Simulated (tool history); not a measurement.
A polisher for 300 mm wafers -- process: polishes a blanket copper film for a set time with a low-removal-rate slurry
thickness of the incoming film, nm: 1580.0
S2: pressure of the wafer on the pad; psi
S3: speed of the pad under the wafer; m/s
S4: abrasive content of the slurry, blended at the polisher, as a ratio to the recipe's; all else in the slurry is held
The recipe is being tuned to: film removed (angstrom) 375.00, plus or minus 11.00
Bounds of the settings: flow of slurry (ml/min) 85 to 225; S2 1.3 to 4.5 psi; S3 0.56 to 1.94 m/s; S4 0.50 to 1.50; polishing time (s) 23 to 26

run 1 hour=0.0 | flow_of_slurry_(ml/min)=145 S2=2.9 S3=1.24 S4=1.00 polishing_time_(s)=26 | film_removed_(angstrom)=1104.50
run 2 hour=3.7 | flow_of_slurry_(ml/min)=110 S2=2.9 S3=1.24 S4=1.00 polishing_time_(s)=26 | film_removed_(angstrom)=1051.10
run 3 hour=11.7 | flow_of_slurry_(ml/min)=110 S2=2.9 S3=1.24 S4=1.00 polishing_time_(s)=23 | film_removed_(angstrom)=907.03
run 4 hour=16.9 | flow_of_slurry_(ml/min)=110 S2=2.9 S3=1.24 S4=1.10 polishing_time_(s)=23 | film_removed_(angstrom)=929.42
run 5 hour=22.4 | flow_of_slurry_(ml/min)=105 S2=2.5 S3=1.14 S4=1.10 polishing_time_(s)=23 | film_removed_(angstrom)=738.84
run 6 hour=25.1 | flow_of_slurry_(ml/min)=105 S2=2.5 S3=1.14 S4=1.20 polishing_time_(s)=23 | film_removed_(angstrom)=760.29
run 7 hour=30.2 | flow_of_slurry_(ml/min)=100 S2=2.2 S3=1.06 S4=1.20 polishing_time_(s)=23 | film_removed_(angstrom)=603.39
run 8 hour=34.4 | flow_of_slurry_(ml/min)=90 S2=1.4 S3=0.98 S4=1.20 polishing_time_(s)=23 | film_removed_(angstrom)=353.13
run 9 hour=39.9 | flow_of_slurry_(ml/min)=95 S2=1.4 S3=0.98 S4=1.20 polishing_time_(s)=23 | film_removed_(angstrom)=358.75
run 10 hour=46.9 | flow_of_slurry_(ml/min)=115 S2=1.5 S3=0.98 S4=1.20 polishing_time_(s)=23 | film_removed_(angstrom)=411.58
run 11 hour=52.8 | flow_of_slurry_(ml/min)=110 S2=1.5 S3=0.98 S4=1.20 polishing_time_(s)=23 | film_removed_(angstrom)=403.87
run 12 hour=58.8 | flow_of_slurry_(ml/min)=105 S2=1.5 S3=0.98 S4=1.20 polishing_time_(s)=23 | film_removed_(angstrom)=401.05
run 13 hour=62.2 | flow_of_slurry_(ml/min)=100 S2=1.5 S3=0.98 S4=1.20 polishing_time_(s)=23 | film_removed_(angstrom)=390.96

Which of these 5 next moves meets every target?
run A hour=65.6 | flow_of_slurry_(ml/min)=90 S2=1.7 S3=0.94 S4=1.30 polishing_time_(s)=23 | film_removed_(angstrom)=?
run B hour=65.6 | flow_of_slurry_(ml/min)=105 S2=1.3 S3=1.04 S4=1.30 polishing_time_(s)=23 | film_removed_(angstrom)=?
run C hour=65.6 | flow_of_slurry_(ml/min)=135 S2=1.9 S3=0.74 S4=0.75 polishing_time_(s)=25 | film_removed_(angstrom)=?
run D hour=65.6 | flow_of_slurry_(ml/min)=105 S2=1.3 S3=0.98 S4=1.25 polishing_time_(s)=23 | film_removed_(angstrom)=?
run E hour=65.6 | flow_of_slurry_(ml/min)=100 S2=1.6 S3=0.88 S4=1.20 polishing_time_(s)=26 | film_removed_(angstrom)=?

move=A film_removed_(angstrom)=424.60
move=B film_removed_(angstrom)=381.26
move=C film_removed_(angstrom)=405.92
move=D film_removed_(angstrom)=356.99
move=E film_removed_(angstrom)=432.39
A: the biggest miss grows against the last run
B: every result lands within tolerance
C: the biggest miss grows against the last run
D: takes the biggest miss from the last run beyond its target
E: the biggest miss grows against the last run
Answer: B
